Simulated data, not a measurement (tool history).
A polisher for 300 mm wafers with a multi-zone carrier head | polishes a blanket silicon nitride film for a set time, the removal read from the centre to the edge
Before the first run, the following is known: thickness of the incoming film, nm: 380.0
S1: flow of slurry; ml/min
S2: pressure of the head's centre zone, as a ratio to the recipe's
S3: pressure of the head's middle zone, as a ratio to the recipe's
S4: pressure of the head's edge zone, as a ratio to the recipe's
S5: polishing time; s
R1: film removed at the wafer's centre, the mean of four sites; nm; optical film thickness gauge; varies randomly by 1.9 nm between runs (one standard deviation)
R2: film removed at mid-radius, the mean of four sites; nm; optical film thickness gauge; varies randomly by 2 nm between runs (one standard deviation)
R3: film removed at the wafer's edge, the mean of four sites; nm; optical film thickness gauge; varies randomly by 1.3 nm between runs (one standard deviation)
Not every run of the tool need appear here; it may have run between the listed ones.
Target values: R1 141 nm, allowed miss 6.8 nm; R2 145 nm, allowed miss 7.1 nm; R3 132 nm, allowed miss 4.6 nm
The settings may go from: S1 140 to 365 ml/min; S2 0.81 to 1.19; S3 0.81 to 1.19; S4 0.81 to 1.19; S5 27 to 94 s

run	hour	S1	S2	S3	S4	S5	R1	R2	R3
1	0	235	1	1	1	60	117.3	114.69	109.34
2	3.7	240	1.01	1.03	1.03	62	122.6	120.25	117.55
3	9.4	240	0.94	1.03	1.03	62	115.21	121.47	115.1
4	10.4	250	0.97	1.06	1.03	63	118.24	125.91	120
5	17.9	250	0.97	1.06	1.03	74	136.45	147.81	139.97
6	22.9	250	1.05	1.06	1.03	74	150.58	146.72	138.21
7	29.3	245	1.04	1.06	1.02	74	151.12	144.6	140.26
8	33.4	245	1.04	1.06	1.02	74	148.97	148.75	138.94
9	37.6	245	1.03	1.06	1.01	74	145.11	147.08	137.6
10	42.3	245	1.03	1.06	1	74	146.39	143.89	138.55

Pick the move, out of 4, that brings all results within their allowed miss; only one does.
A	47	260	1.04	1.1	1.05	69	?	?	?
B	47	170	0.81	0.95	0.81	89	?	?	?
C	47	180	1.16	1.08	1.13	73	?	?	?
D	47	155	0.84	0.89	0.85	94	?	?	?

move	R1	R2	R3
A	137.9	141.05	133.6
B	128.27	151.85	145.71
C	153.11	139.02	140.8
D	137.43	149.51	155.12
A: every result lands within tolerance
B: its largest miss is bigger than the last run's
C: its largest miss is bigger than the last run's
D: its largest miss is bigger than the last run's
A is the move that brings every result within its allowed miss.
